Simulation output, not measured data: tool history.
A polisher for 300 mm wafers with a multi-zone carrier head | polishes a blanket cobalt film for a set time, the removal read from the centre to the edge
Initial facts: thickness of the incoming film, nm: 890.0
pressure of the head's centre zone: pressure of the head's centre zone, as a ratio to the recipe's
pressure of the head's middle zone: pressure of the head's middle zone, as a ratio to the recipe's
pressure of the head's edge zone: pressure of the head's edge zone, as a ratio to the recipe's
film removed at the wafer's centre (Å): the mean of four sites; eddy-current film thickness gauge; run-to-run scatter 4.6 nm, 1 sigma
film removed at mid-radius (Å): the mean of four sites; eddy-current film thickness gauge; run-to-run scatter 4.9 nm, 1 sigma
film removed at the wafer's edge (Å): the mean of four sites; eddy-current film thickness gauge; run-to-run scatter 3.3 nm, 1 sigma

run	hour	flow of slurry (ml/min)	pressure of the head's centre zone	pressure of the head's middle zone	pressure of the head's edge zone	polishing time (s)	film removed at the wafer's centre (Å)	film removed at mid-radius (Å)	film removed at the wafer's edge (Å)
1	0	205	1	1	1	48	2904.3	2930.2	2917.8
2	4.3	185	1	1	1	48	2861	2836.3	2930.2
3	5.1	220	1	1	1	48	2903.1	2966.4	2941.9
4	14	225	1.01	1.01	1	48	2997.6	2925.6	2947.5
5	19	225	1.01	0.97	1	48	2927	2878.1	2978.9
6	22.4	230	1.01	0.99	1	49	3104.5	2927.7	3013.2
7	31	230	1.01	1.01	1	49	3007.3	3066.4	3016.6

What does the tool deliver on the next run?
8	34.6	265	1.11	1.09	1.01	52	?	?	?

film removed at the wafer's centre (Å): 3662.1
film removed at mid-radius (Å): 3517.2
film removed at the wafer's edge (Å): 3299.7
